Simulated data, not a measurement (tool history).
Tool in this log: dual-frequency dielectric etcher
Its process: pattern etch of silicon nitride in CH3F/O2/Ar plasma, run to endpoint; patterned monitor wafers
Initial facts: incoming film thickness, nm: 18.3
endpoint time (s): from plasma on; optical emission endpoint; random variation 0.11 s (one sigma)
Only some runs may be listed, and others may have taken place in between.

run	day	source power (W)	bias power (W)	endpoint time (s)
1	0	450	85	21.927
2	0.15	450	98	20.863
3	0.192	470	99	20.466
4	0.55	420	99	21.473
5	0.912	420	106	21.029
6	1.271	420	97	21.885
7	1.612	450	98	20.776
# day 1.742: bias power generator calibrated
8	1.742	470	98	20.094

What does the tool deliver on the next run?
9	1.954	480	98	?

{"run 9": {"endpoint time (s)": 19.882}}

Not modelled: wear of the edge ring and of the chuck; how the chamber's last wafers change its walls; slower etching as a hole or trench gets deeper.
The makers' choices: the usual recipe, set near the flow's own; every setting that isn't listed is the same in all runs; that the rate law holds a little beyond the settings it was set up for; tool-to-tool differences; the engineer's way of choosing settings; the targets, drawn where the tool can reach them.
